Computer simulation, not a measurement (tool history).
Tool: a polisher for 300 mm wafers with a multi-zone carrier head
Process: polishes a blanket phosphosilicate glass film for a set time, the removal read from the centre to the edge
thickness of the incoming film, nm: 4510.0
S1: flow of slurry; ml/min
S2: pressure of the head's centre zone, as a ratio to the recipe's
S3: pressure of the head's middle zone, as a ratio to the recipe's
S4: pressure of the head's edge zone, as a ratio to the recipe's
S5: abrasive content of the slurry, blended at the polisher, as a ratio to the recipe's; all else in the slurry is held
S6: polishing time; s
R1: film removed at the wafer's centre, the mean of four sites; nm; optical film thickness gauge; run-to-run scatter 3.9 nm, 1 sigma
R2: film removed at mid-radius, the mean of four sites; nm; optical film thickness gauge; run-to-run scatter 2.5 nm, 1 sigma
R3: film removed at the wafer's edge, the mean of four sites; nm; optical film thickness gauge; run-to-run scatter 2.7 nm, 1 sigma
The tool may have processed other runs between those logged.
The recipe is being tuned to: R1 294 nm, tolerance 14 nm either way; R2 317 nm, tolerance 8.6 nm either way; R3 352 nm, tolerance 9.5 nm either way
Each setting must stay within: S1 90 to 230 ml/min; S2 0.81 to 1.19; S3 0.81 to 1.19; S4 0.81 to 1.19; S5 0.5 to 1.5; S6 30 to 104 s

run	day	S1	S2	S3	S4	S5	S6	R1	R2	R3
1	0	150	1	1	1	1	67	618.05	570.66	570.87
2	0.312	150	1.05	1	1	1	67	661.25	569.62	552.55
3	0.671	140	1	0.98	0.97	0.9	63	548.97	494.22	494.03
4	1.042	140	1.06	0.98	0.97	0.9	63	579.06	496.56	490.73
5	1.254	130	1	0.97	0.96	0.8	61	493.37	432.73	439.74
# day 1.396: centre zone pressure recalibrated
6	1.396	130	1	1.02	0.96	0.8	61	452.81	461.06	442.95
7	1.562	120	0.96	1	0.96	0.75	60	408.77	417.6	414.67
8	1.771	90	0.86	0.93	1	0.5	59	259.81	283.32	309.37
9	2	100	0.86	0.93	1.02	0.5	59	272.01	290.7	316.5
10	2.329	100	0.86	0.93	1.02	0.5	59	269.25	286.86	319.92
11	2.588	110	0.86	0.94	1.03	0.5	59	283.14	305.12	326.37
12	2.788	110	0.86	0.94	1.06	0.5	59	275.35	304.74	333.81
13	2.862	115	0.86	0.94	1.07	0.5	59	288.72	304.67	334.95
14	3.029	115	0.86	0.95	1.09	0.5	59	282.97	314.44	340.07
15	3.133	115	0.86	0.95	1.1	0.5	59	281.8	313.33	339.71
16	3.188	115	0.86	0.95	1.1	0.5	59	287.06	308.48	336.46

Exercise: of the 5 proposed moves below, exactly one satisfies all targets within the stated allowed misses. Which move is it?
A	3.242	130	0.86	1.02	1.03	0.5	57	?	?	?
B	3.242	105	0.82	0.95	1.12	0.55	62	?	?	?
C	3.242	90	0.91	0.96	1.1	0.5	65	?	?	?
D	3.242	135	0.9	1.04	1.09	0.5	54	?	?	?
E	3.242	115	0.86	0.98	1.08	0.6	55	?	?	?

move	R1	R2	R3
A	282.2	330.92	323.95
B	291.65	338.58	373.38
C	296.13	319.78	353
D	280.93	321.54	317.14
E	292.86	333.61	349.06
A: the biggest miss grows against the last run
B: carries the result that was furthest off beyond its target, to the other side
C: every result within its allowed miss
D: the biggest miss grows against the last run
E: gets the furthest-off result to its target, but another result is out of tolerance
C meets every target.
